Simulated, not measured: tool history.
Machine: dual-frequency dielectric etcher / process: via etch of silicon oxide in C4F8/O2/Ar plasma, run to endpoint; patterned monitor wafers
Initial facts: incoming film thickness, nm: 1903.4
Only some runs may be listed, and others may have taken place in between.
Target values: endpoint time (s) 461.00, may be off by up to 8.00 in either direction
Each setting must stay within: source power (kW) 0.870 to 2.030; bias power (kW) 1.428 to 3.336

Run 1, day 0.000: source power (kW) 1.450, bias power (kW) 2.382. Result: endpoint time (s) 383.56.
Run 2, day 0.221: source power (kW) 1.670, bias power (kW) 2.382. Result: endpoint time (s) 367.32.
Run 3, day 0.600: source power (kW) 1.870, bias power (kW) 2.382. Result: endpoint time (s) 342.10.
Run 4, day 0.688: source power (kW) 1.690, bias power (kW) 2.335. Result: endpoint time (s) 364.89.
Run 5, day 0.871: source power (kW) 1.850, bias power (kW) 2.335. Result: endpoint time (s) 351.73.
Run 6, day 1.125: source power (kW) 1.680, bias power (kW) 2.263. Result: endpoint time (s) 365.67.
Run 7, day 1.238: source power (kW) 1.530, bias power (kW) 2.165. Result: endpoint time (s) 385.25.
Run 8, day 1.400: source power (kW) 1.410, bias power (kW) 2.103. Result: endpoint time (s) 400.71.
Run 9, day 1.762: source power (kW) 1.320, bias power (kW) 2.065. Result: endpoint time (s) 414.62.
Run 10, day 1.938: source power (kW) 1.250, bias power (kW) 2.044. Result: endpoint time (s) 427.30.
Run 11, day 2.000: source power (kW) 1.200, bias power (kW) 2.031. Result: endpoint time (s) 432.91.
Run 12, day 2.304: source power (kW) 1.200, bias power (kW) 2.031. Result: endpoint time (s) 432.59.
Run 13, day 2.454: source power (kW) 1.160, bias power (kW) 2.020. Result: endpoint time (s) 437.67.
Run 14, day 2.796: source power (kW) 1.130, bias power (kW) 2.011. Result: endpoint time (s) 447.76.

Exercise: of the 5 proposed moves below, exactly one satisfies all targets within the stated allowed misses. Which move is it?
Run A, day 3.138: source power (kW) 1.220, bias power (kW) 1.811. Result: endpoint time (s) ?.
Run B, day 3.138: source power (kW) 1.060, bias power (kW) 1.597. Result: endpoint time (s) ?.
Run C, day 3.138: source power (kW) 1.010, bias power (kW) 1.945. Result: endpoint time (s) ?.
Run D, day 3.138: source power (kW) 1.050, bias power (kW) 1.603. Result: endpoint time (s) ?.
Run E, day 3.138: source power (kW) 1.010, bias power (kW) 2.138. Result: endpoint time (s) ?.

move  endpoint time (s)
   A             441.04
   B             481.22
   C             472.27
   D             482.90
   E             462.60
A: its largest miss is bigger than the last run's
B: the result that was furthest off in the last run now lies on the other side of its target
C: the result that was furthest off in the last run now lies on the other side of its target
D: the result that was furthest off in the last run now lies on the other side of its target
E: every result lands within tolerance
The move that meets every target is E.
